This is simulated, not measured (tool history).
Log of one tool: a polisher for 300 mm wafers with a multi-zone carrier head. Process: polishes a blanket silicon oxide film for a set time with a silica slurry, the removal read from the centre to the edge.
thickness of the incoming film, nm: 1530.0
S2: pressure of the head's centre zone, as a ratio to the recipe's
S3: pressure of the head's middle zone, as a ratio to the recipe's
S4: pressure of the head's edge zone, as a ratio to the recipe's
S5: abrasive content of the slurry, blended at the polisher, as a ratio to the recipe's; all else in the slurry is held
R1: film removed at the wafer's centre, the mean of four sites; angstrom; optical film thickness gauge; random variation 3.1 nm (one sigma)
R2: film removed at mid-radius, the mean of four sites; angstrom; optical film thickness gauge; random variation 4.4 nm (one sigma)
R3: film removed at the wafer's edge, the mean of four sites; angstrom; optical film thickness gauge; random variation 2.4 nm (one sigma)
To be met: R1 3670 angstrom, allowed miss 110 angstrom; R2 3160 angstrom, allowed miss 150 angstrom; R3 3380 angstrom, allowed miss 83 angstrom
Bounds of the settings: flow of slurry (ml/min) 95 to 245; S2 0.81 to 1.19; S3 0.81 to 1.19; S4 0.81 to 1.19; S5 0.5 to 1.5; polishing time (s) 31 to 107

{"run": 1, "hour": 0.0, "flow of slurry (ml/min)": 155, "S2": 1, "S3": 1, "S4": 1, "S5": 1, "polishing time (s)": 69, "R1": 2578.2, "R2": 2593.1, "R3": 2476.4}
{"run": 2, "hour": 8.9, "flow of slurry (ml/min)": 165, "S2": 1.02, "S3": 0.99, "S4": 1.03, "S5": 1.1, "polishing time (s)": 69, "R1": 2770.8, "R2": 2628.9, "R3": 2613.4}
{"run": 3, "hour": 10.8, "flow of slurry (ml/min)": 170, "S2": 1.03, "S3": 1, "S4": 1.05, "S5": 1.2, "polishing time (s)": 70, "R1": 2895.9, "R2": 2800.6, "R3": 2822.9}
{"run": 4, "hour": 17.7, "flow of slurry (ml/min)": 170, "S2": 1.03, "S3": 1.04, "S4": 1.05, "S5": 1.2, "polishing time (s)": 70, "R1": 2941, "R2": 2917.6, "R3": 2798.4}
{"run": 5, "hour": 24.1, "flow of slurry (ml/min)": 170, "S2": 1.03, "S3": 1.04, "S4": 1.05, "S5": 1.2, "polishing time (s)": 86, "R1": 3570, "R2": 3596.8, "R3": 3388}
{"run": 6, "hour": 33.1, "flow of slurry (ml/min)": 170, "S2": 0.95, "S3": 1.04, "S4": 1.05, "S5": 1.2, "polishing time (s)": 86, "R1": 3329.8, "R2": 3614.2, "R3": 3445}
{"run": 7, "hour": 35.9, "flow of slurry (ml/min)": 175, "S2": 0.97, "S3": 1.01, "S4": 1.05, "S5": 1.2, "polishing time (s)": 86, "R1": 3350.5, "R2": 3546.9, "R3": 3466.4}
{"run": 8, "hour": 37.2, "flow of slurry (ml/min)": 175, "S2": 1, "S3": 0.99, "S4": 1.05, "S5": 1.2, "polishing time (s)": 86, "R1": 3466.3, "R2": 3559.8, "R3": 3413.2}
{"run": 9, "hour": 42.1, "flow of slurry (ml/min)": 175, "S2": 1.06, "S3": 0.89, "S4": 1.12, "S5": 1.2, "polishing time (s)": 86, "R1": 3675, "R2": 3284.2, "R3": 3575.7}
{"run": 10, "hour": 44.5, "flow of slurry (ml/min)": 170, "S2": 1.06, "S3": 0.89, "S4": 1.11, "S5": 1.2, "polishing time (s)": 86, "R1": 3593.1, "R2": 3161.3, "R3": 3546}
{"run": 11, "hour": 47.9, "flow of slurry (ml/min)": 170, "S2": 1.07, "S3": 0.89, "S4": 1.1, "S5": 1.2, "polishing time (s)": 86, "R1": 3694.1, "R2": 3206.2, "R3": 3542.9}

4 next moves are on the table. One of them brings every result within its allowed miss. Which?
{"run": "A", "hour": 51.3, "flow of slurry (ml/min)": 155, "S2": 1.04, "S3": 0.86, "S4": 1.11, "S5": 1.3, "polishing time (s)": 87, "R1": "?", "R2": "?", "R3": "?"}
{"run": "B", "hour": 51.3, "flow of slurry (ml/min)": 185, "S2": 1.08, "S3": 0.91, "S4": 1.08, "S5": 1.4, "polishing time (s)": 78, "R1": "?", "R2": "?", "R3": "?"}
{"run": "C", "hour": 51.3, "flow of slurry (ml/min)": 180, "S2": 1.15, "S3": 1.03, "S4": 1.15, "S5": 1.1, "polishing time (s)": 89, "R1": "?", "R2": "?", "R3": "?"}
{"run": "D", "hour": 51.3, "flow of slurry (ml/min)": 210, "S2": 1.11, "S3": 1.07, "S4": 1.01, "S5": 1, "polishing time (s)": 85, "R1": "?", "R2": "?", "R3": "?"}

move=A R1=3705.1 R2=3173.2 R3=3629
move=B R1=3628.8 R2=3141.3 R3=3355.6
move=C R1=3986.2 R2=3625 R3=3602.5
move=D R1=3641.8 R2=3518.2 R3=3151.7
A: further off than the last run
B: meets every target
C: further off than the last run
D: takes the result that was furthest off past its target
Answer: B
